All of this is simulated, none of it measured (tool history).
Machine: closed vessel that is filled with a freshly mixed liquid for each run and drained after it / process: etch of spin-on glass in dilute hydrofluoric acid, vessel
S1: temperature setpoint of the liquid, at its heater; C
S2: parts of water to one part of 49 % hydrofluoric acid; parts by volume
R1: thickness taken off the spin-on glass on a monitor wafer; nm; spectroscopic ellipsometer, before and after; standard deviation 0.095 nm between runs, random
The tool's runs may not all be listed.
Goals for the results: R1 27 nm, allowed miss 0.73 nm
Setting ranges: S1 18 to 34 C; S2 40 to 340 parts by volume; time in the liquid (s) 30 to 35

run 1 hour=0 | S1=26 S2=190 time_in_the_liquid_(s)=35 | R1=12.087
run 2 hour=3.6 | S1=26 S2=190 time_in_the_liquid_(s)=30 | R1=10.327
run 3 hour=11.5 | S1=26 S2=190 time_in_the_liquid_(s)=35 | R1=12.124
run 4 hour=17.7 | S1=24 S2=190 time_in_the_liquid_(s)=35 | R1=11.184
run 5 hour=25.7 | S1=25.5 S2=190 time_in_the_liquid_(s)=35 | R1=11.911
run 6 hour=29.2 | S1=25.5 S2=190 time_in_the_liquid_(s)=30 | R1=10.16
run 7 hour=36.9 | S1=28 S2=155 time_in_the_liquid_(s)=30 | R1=14.35
run 8 hour=39.6 | S1=29.5 S2=135 time_in_the_liquid_(s)=30 | R1=17.599
run 9 hour=40.7 | S1=33.5 S2=90 time_in_the_liquid_(s)=30 | R1=32.837
run 10 hour=46 | S1=32.5 S2=90 time_in_the_liquid_(s)=30 | R1=31.541
run 11 hour=53.6 | S1=31.5 S2=90 time_in_the_liquid_(s)=30 | R1=30.602
run 12 hour=61.4 | S1=30.5 S2=90 time_in_the_liquid_(s)=30 | R1=29.364
run 13 hour=63.8 | S1=30 S2=90 time_in_the_liquid_(s)=30 | R1=28.833
run 14 hour=70.4 | S1=29.5 S2=90 time_in_the_liquid_(s)=30 | R1=28.218

Consider the 5 candidate settings below. Which is the only one whose results all fall within their allowed miss of target?
run A hour=77 | S1=30 S2=110 time_in_the_liquid_(s)=35 | R1=?
run B hour=77 | S1=30.5 S2=105 time_in_the_liquid_(s)=35 | R1=?
run C hour=77 | S1=28 S2=95 time_in_the_liquid_(s)=35 | R1=?
run D hour=77 | S1=30 S2=105 time_in_the_liquid_(s)=35 | R1=?
run E hour=77 | S1=27.5 S2=90 time_in_the_liquid_(s)=35 | R1=?

move=A R1=26.86
move=B R1=28.869
move=C R1=29.44
move=D R1=28.336
move=E R1=30.69
A: meets every target
B: further off than the last run
C: further off than the last run
D: further off than the last run
E: further off than the last run
A meets every target.
